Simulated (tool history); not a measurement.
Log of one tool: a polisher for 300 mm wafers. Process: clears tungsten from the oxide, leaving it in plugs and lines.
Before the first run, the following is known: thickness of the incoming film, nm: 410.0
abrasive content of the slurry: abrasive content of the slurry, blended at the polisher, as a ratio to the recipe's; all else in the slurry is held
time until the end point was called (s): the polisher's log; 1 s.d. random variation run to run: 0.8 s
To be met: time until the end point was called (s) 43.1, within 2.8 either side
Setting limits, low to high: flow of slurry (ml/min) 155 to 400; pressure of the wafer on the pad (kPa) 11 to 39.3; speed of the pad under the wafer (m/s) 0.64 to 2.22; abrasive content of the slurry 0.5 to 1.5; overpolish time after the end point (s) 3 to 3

run	day	flow of slurry (ml/min)	pressure of the wafer on the pad (kPa)	speed of the pad under the wafer (m/s)	abrasive content of the slurry	overpolish time after the end point (s)	time until the end point was called (s)
1	0	255	24.8	1.42	1	3	63.784
2	0.088	300	24.8	1.42	1	3	62.103
3	0.383	300	26.2	1.44	1	3	57.156
4	0.596	300	27.6	1.44	1	3	53.638
5	0.917	300	28.3	1.44	1	3	53.695
6	1.117	300	29	1.44	1	3	52.013
7	1.325	300	29.6	1.44	1	3	50.427
8	1.596	300	30.3	1.44	1	3	47.804
9	1.95	300	31	1.44	1	3	48.693
10	2.012	300	31.7	1.44	1	3	48.133

Which of these 5 next moves meets every target?
A	2.075	305	27.6	1.26	1.2	3	?
B	2.075	285	33.1	1.5	1.15	3	?
C	2.075	300	31	1.34	1.05	3	?
D	2.075	285	31	2.04	0.8	3	?
E	2.075	330	37.9	1.48	1.05	3	?

move	time until the end point was called (s)
A	58.125
B	43.174
C	50.68
D	38.04
E	38.256
A: further off than the last run
B: all results in spec
C: further off than the last run
D: carries the result that was furthest off beyond its target, to the other side
E: carries the result that was furthest off beyond its target, to the other side
So the answer is move B, the one that meets all the targets.
